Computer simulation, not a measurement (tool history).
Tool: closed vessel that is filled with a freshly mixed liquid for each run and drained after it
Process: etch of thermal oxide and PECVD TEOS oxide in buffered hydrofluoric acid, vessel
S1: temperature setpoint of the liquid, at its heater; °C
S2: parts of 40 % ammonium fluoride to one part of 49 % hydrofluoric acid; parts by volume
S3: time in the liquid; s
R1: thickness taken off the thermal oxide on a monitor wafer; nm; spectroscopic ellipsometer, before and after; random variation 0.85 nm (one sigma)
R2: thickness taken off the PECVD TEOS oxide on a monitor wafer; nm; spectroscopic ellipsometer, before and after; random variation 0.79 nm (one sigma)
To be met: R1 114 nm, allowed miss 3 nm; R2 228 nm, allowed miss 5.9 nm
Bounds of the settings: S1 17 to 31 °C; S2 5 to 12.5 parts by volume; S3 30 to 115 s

run,day,S1,S2,S3,R1,R2
1,0,23,7.5,60,82.656,164.75
2,0.258,23,7.5,75,102.43,205.3
3,0.371,23.5,7.5,75,105.76,213.15
4,0.479,22,7.5,75,97.692,194.71
5,0.562,22.5,7.5,75,100.18,200.84
6,0.596,23,7.5,75,102.4,207.93
7,0.812,23,7.5,75,102.24,205.61
8,1.121,23.5,7.5,75,106.06,213.15
9,1.467,24,7.5,75,109.08,219.21

Which of these 4 next moves meets every target?
A,1.812,24.5,12.5,115,?,?
B,1.812,23,10,95,?,?
C,1.812,25,11,100,?,?
D,1.812,24,5,55,?,?

move,R1,R2
A,106.52,212.1
B,100.79,200.68
C,107.83,214.7
D,115.26,229.49
A: further off than the last run
B: further off than the last run
C: further off than the last run
D: meets every target
Move D is the one to make.
